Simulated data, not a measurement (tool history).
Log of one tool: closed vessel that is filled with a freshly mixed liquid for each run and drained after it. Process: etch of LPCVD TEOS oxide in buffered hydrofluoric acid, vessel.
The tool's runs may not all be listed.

run    day  temperature setpoint of the liquid (C)  parts of 40 % ammonium fluoride to one part of 49 % hydrofluoric acid (parts by volume)  time in the liquid (s)  thickness taken off the LPCVD TEOS oxide on a monitor wafer (angstrom)
  1      0                                      23                                                                                        9                     105                                                                  1746.8
  2  0.267                                      21                                                                                        9                     105                                                                  1575.7
  3  0.633                                    19.5                                                                                        9                     105                                                                  1433.3
  4  0.779                                    19.5                                                                                        9                     110                                                                  1509.7
  5  0.992                                      19                                                                                        9                     110                                                                  1444.2
  6  1.312                                    21.5                                                                                        9                     110                                                                  1642.2

What will run 7 give?
     1.642  -- hydrofluoric acid flow meter replaced
  7  1.642                                    20.5                                                                                        9                     110                                                                       ?

{"run 7": {"thickness taken off the LPCVD TEOS oxide on a monitor wafer (angstrom)": 1689}}

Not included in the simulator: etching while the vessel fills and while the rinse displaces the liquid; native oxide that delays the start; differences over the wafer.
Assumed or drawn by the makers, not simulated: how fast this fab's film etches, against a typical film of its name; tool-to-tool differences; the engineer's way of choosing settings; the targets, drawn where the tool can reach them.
